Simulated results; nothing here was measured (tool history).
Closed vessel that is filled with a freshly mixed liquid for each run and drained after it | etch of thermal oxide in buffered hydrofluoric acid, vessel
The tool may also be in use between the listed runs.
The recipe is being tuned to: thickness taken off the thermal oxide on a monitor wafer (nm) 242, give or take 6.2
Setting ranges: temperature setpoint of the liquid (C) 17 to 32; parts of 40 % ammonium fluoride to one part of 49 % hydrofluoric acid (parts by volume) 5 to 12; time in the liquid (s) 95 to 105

run	hour	temperature setpoint of the liquid (C)	parts of 40 % ammonium fluoride to one part of 49 % hydrofluoric acid (parts by volume)	time in the liquid (s)	thickness taken off the thermal oxide on a monitor wafer (nm)
1	0	25	7	95	147.05
2	3.6	27	7	95	164.95
3	4.7	27	7	95	165.01
4	10.7	27	7	95	162.59
5	15.6	30	7	95	194.72
# hour 19.7: thermometer replaced
6	19.7	30	7	95	206.27
7	22.6	30.5	7	95	210.74
8	26.9	31.5	7	95	226.1
9	35.5	32	7	95	232.21

Next run, 4 choices. One meets every target within its allowed miss, the rest don't. Which?
A	44.1	32	7	105	?
B	44.1	27.5	5	95	?
C	44.1	31	6.5	95	?
D	44.1	31.5	6.5	100	?

move	thickness taken off the thermal oxide on a monitor wafer (nm)
A	254.04
B	241.99
C	232.7
D	251.39
A: takes the result that was furthest off past its target
B: meets every target
C: better than the last run, though not everything is in spec
D: takes the result that was furthest off past its target
The move that meets every target is B.

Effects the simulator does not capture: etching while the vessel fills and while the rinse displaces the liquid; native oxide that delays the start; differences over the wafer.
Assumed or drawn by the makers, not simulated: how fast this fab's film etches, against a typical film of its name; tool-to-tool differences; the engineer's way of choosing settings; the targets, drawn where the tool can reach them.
